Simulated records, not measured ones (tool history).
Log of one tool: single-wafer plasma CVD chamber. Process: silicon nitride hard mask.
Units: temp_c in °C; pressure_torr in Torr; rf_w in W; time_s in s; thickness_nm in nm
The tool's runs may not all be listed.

run	hour	temp_c	pressure_torr	rf_w	time_s	thickness_nm
1	0	375	1.32	380	44.1	54.853
2	7.1	375	1.21	350	43.7	48.922
3	13.3	375	1.21	405	43.7	55.81
4	14.5	375	1.21	405	41.9	53.926
5	16.1	380	1.21	405	41.9	53.659
6	17.8	372	1.21	405	41.9	53.645
7	19.4	372	1.1	385	41.9	50.509
8	24.8	372	1.03	365	41.9	46.845
9	28.6	372	0.97	355	41.9	44.607
10	33.4	372	0.92	355	41.9	44.108
11	39.9	372	0.79	330	41.9	39.108

The next listed run, before its measurement:
12	45.7	372	0.83	330	41.9	?

{"run 12": {"thickness_nm": 39.87}}

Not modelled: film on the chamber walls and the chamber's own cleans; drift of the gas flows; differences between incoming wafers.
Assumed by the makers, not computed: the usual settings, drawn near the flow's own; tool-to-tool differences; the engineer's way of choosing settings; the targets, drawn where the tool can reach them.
